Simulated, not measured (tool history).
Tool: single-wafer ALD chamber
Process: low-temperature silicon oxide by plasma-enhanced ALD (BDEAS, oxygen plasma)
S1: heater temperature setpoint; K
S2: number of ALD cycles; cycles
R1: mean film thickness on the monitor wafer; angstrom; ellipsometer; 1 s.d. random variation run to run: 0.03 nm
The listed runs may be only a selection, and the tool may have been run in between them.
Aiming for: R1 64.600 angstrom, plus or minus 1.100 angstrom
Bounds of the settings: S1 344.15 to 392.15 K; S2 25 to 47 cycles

run	hour	S1	S2	R1
1	0.0	368.15	36	52.863
2	1.7	363.15	38	57.127
3	5.2	370.15	38	55.550
4	10.4	376.15	38	55.340
5	13.4	370.15	38	55.290
6	22.0	366.15	38	56.223
7	24.3	363.15	39	58.310
8	32.0	360.15	40	60.437
9	37.1	357.15	41	62.538
10	42.8	355.15	41	62.682

Which one of the following 5 next-run settings gets every result inside its allowed miss? There is exactly one.
A	48.5	345.15	39	?
B	48.5	353.15	40	?
C	48.5	344.15	38	?
D	48.5	349.15	41	?
E	48.5	352.15	43	?

move	R1
A	62.579
B	62.263
C	61.203
D	64.804
E	67.191
A: further off than the last run
B: further off than the last run
C: further off than the last run
D: each result inside its tolerance
E: pushes the last run's worst result past its target
Correct choice: D, which meets every target
